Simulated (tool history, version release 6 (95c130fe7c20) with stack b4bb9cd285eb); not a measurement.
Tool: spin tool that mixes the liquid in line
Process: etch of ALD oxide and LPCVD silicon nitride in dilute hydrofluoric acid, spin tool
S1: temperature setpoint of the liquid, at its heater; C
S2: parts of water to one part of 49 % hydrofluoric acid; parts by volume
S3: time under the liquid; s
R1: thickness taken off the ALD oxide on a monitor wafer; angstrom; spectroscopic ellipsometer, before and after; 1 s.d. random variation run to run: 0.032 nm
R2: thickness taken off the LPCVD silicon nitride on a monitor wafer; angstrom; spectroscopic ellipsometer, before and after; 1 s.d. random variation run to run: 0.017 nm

run 1 hour=0.0 | S1=24.0 S2=255 S3=180 | R1=68.424 R2=2.9623
run 2 hour=1.7 | S1=23.5 S2=275 S3=180 | R1=61.584 R2=3.5073
run 3 hour=5.5 | S1=23.5 S2=285 S3=175 | R1=56.795 R2=2.6564
run 4 hour=7.5 | S1=22.5 S2=295 S3=175 | R1=52.064 R2=2.5752
run 5 hour=12.8 | S1=22.5 S2=295 S3=120 | R1=35.980 R2=1.8693
run 6 hour=14.1 | S1=22.5 S2=340 S3=120 | R1=29.999 R2=1.3611
run 7 hour=17.7 | S1=23.5 S2=335 S3=120 | R1=32.197 R2=1.6948
run 8 hour=20.1 | S1=24.0 S2=335 S3=120 | R1=32.445 R2=2.0271
run 9 hour=25.3 | S1=24.0 S2=325 S3=120 | R1=33.286 R2=1.6094
run 10 hour=32.4 | S1=24.5 S2=325 S3=120 | R1=34.219 R2=1.9943
run 11 hour=41.4 | S1=24.5 S2=325 S3=120 | R1=34.163 R2=1.6943
run 12 hour=42.7 | S1=25.0 S2=325 S3=120 | R1=34.483 R2=2.0083

Estimate the outcome of run 13 from the log above:
run 13 hour=45.9 | S1=25.0 S2=320 S3=120 | R1=? R2=?

{"run 13": {"R1": 35.287, "R2": 1.9992}}

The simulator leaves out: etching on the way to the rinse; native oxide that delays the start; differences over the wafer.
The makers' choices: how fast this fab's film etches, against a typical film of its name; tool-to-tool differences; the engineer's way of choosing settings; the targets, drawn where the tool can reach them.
